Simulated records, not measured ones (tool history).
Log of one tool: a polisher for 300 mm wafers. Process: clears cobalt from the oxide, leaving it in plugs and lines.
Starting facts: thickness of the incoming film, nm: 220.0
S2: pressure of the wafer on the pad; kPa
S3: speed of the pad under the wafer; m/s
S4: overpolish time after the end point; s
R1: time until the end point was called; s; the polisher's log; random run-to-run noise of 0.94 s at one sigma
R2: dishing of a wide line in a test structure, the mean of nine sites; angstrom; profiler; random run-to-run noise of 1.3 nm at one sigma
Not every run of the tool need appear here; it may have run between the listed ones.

Run 1, hour 0: flow of slurry (ml/min) 270, S2 17.2 kPa, S3 0.76 m/s, S4 22 s. Result: R1 43.183 s, R2 548.21 angstrom.
Run 2, hour 2.5: flow of slurry (ml/min) 270, S2 17.2 kPa, S3 0.76 m/s, S4 28 s. Result: R1 43.891 s, R2 591.68 angstrom.
Run 3, hour 3.6: flow of slurry (ml/min) 270, S2 15.9 kPa, S3 0.76 m/s, S4 29 s. Result: R1 47.042 s, R2 578.62 angstrom.
Run 4, hour 4.2: flow of slurry (ml/min) 270, S2 15.9 kPa, S3 0.88 m/s, S4 29 s. Result: R1 41.235 s, R2 612.26 angstrom.
Run 5, hour 9.7: flow of slurry (ml/min) 270, S2 14.5 kPa, S3 0.88 m/s, S4 31 s. Result: R1 44.518 s, R2 607.15 angstrom.
Run 6, hour 13.8: flow of slurry (ml/min) 270, S2 13.1 kPa, S3 0.88 m/s, S4 32 s. Result: R1 47.311 s, R2 577.39 angstrom.
Run 7, hour 17.1: flow of slurry (ml/min) 270, S2 12.4 kPa, S3 0.86 m/s, S4 34 s. Result: R1 50.525 s, R2 593.85 angstrom.

The next listed run, before its measurement:
Run 8, hour 20: flow of slurry (ml/min) 270, S2 11.7 kPa, S3 0.84 m/s, S4 35 s. Result: R1 ?, R2 ?.

For run 8 the tool returned R1 53.114 s, R2 584.12 angstrom.

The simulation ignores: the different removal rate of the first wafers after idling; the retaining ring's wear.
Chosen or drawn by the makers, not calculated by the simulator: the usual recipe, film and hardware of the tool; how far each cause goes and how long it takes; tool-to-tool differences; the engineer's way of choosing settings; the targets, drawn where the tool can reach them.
